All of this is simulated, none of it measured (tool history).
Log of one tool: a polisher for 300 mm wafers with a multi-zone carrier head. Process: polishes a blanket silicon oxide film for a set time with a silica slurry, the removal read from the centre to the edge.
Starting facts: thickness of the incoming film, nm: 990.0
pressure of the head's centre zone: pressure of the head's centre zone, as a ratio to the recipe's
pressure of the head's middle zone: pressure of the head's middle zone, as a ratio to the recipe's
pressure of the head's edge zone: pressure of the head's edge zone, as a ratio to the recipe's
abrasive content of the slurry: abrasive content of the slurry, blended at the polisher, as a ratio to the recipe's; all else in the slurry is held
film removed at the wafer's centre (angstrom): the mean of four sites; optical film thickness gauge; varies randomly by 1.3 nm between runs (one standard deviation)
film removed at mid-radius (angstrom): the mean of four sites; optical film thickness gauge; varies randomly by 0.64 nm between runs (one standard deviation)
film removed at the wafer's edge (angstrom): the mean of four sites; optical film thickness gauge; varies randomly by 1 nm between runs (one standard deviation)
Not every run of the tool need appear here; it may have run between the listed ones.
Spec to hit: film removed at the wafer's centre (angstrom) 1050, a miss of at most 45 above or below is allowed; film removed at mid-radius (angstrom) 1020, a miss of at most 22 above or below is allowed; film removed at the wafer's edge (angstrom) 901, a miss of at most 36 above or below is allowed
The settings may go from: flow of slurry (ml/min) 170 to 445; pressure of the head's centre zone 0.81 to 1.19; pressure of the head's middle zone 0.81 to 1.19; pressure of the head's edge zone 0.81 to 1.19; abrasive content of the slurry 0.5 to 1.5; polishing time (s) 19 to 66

run,hour,flow of slurry (ml/min),pressure of the head's centre zone,pressure of the head's middle zone,pressure of the head's edge zone,abrasive content of the slurry,polishing time (s),film removed at the wafer's centre (angstrom),film removed at mid-radius (angstrom),film removed at the wafer's edge (angstrom)
1,0,285,1,1,1,1,42,1944.5,1934.5,1973.6
2,2.2,285,1,1,1,1.15,42,2089.8,2059.9,2104.8
3,3.4,285,1,0.92,1,1.15,42,2087.7,1943.1,2111
4,4.7,290,1.01,0.94,0.97,1.05,39,1873.3,1762.2,1885.2
5,7.9,290,1.01,0.94,0.97,1.05,43,2052.8,1916,2004.9
6,11.9,295,1.03,0.97,0.95,0.95,40,1861.7,1781.5,1798.5
7,17.5,300,1.05,0.98,0.93,0.9,37,1731,1586,1587.9
8,26.5,300,1,1.08,0.83,0.65,25,910.83,966.9,827.89
9,29.2,305,1.01,1.08,0.84,0.65,25,928.52,965.54,859.55
10,30.7,310,1.02,1.09,0.84,0.65,25,932.97,972.58,842.24
11,31.4,310,1.03,1.09,0.85,0.65,25,934.03,971.65,841.96
12,39.7,360,1.12,1.1,0.93,0.7,25,1105.4,1050.9,924.87
13,44.5,360,1.11,1.1,0.92,0.7,25,1074.8,1029.5,936.37

4 candidate next runs follow, results not yet known. Just one meets every target within its allowed miss. Identify it.
A,49.3,295,1.12,1.07,0.93,0.8,24,?,?,?
B,49.3,400,1.14,1,0.9,1,21,?,?,?
C,49.3,360,1.11,1.06,0.97,0.65,27,?,?,?
D,49.3,315,1.14,1.13,0.93,0.7,24,?,?,?

move,film removed at the wafer's centre (angstrom),film removed at mid-radius (angstrom),film removed at the wafer's edge (angstrom)
A,1109.2,1047.5,973.44
B,1149.9,1004.9,968.86
C,1107.4,1045,994.1
D,1048.2,1017.7,900.41
A: further off than the last run
B: further off than the last run
C: further off than the last run
D: all results in spec
The move that meets every target is D.
